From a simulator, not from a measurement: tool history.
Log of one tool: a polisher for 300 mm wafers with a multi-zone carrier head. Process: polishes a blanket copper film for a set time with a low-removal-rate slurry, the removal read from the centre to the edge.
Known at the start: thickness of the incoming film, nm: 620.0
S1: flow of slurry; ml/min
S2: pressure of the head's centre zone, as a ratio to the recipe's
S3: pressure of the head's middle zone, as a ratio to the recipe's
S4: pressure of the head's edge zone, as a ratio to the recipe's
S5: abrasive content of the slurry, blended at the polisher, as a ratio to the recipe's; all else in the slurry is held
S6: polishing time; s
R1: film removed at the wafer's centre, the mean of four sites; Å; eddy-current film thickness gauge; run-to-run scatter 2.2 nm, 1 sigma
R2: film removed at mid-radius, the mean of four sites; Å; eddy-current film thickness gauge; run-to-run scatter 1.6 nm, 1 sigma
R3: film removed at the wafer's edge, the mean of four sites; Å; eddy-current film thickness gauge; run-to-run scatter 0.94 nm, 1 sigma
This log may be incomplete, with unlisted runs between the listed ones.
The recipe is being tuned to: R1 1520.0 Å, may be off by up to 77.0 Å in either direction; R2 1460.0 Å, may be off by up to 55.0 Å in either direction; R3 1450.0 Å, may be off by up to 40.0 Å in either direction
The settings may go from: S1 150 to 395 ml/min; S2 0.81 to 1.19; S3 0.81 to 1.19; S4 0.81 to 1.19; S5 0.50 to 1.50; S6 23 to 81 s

run,hour,S1,S2,S3,S4,S5,S6,R1,R2,R3
1,0.0,250,1.00,1.00,1.00,1.00,52,2090.3,2055.7,2119.6
2,6.3,275,1.00,1.00,1.00,1.00,52,2137.1,2087.8,2099.9
3,11.1,275,1.00,0.93,1.00,1.00,52,2139.0,1960.6,2081.4
4,16.5,275,1.00,0.93,1.00,0.80,52,2019.1,1869.8,2048.5
5,21.8,275,1.00,0.93,1.00,0.80,63,2465.2,2286.3,2462.5
6,26.0,275,1.00,0.96,1.00,0.80,63,2400.9,2374.1,2425.3
7,32.2,290,1.01,0.96,0.96,0.70,56,2134.5,2035.6,2109.3
8,39.4,290,1.01,0.96,0.96,0.70,56,2213.1,2046.9,2087.4

Which one of the following 5 next-run settings gets every result inside its allowed miss? There is exactly one.
A,46.6,395,1.10,1.15,0.81,0.65,43,?,?,?
B,46.6,305,1.01,0.97,0.91,0.65,40,?,?,?
C,46.6,270,0.99,0.86,1.05,0.80,69,?,?,?
D,46.6,230,0.83,0.81,1.09,0.50,44,?,?,?
E,46.6,255,0.94,1.01,1.01,0.50,40,?,?,?

move,R1,R2,R3
A,1830.5,1868.0,1503.2
B,1523.3,1491.5,1450.2
C,2621.3,2399.5,2740.3
D,1277.3,1341.5,1637.1
E,1336.7,1453.8,1444.4
A: closer than the last run, but not yet in spec
B: all results land within tolerance of their targets
C: further off than the last run
D: closer than the last run, but not yet in spec
E: brings the result that was furthest off to its target, and leaves another outside
B is the move that brings every result within its allowed miss.

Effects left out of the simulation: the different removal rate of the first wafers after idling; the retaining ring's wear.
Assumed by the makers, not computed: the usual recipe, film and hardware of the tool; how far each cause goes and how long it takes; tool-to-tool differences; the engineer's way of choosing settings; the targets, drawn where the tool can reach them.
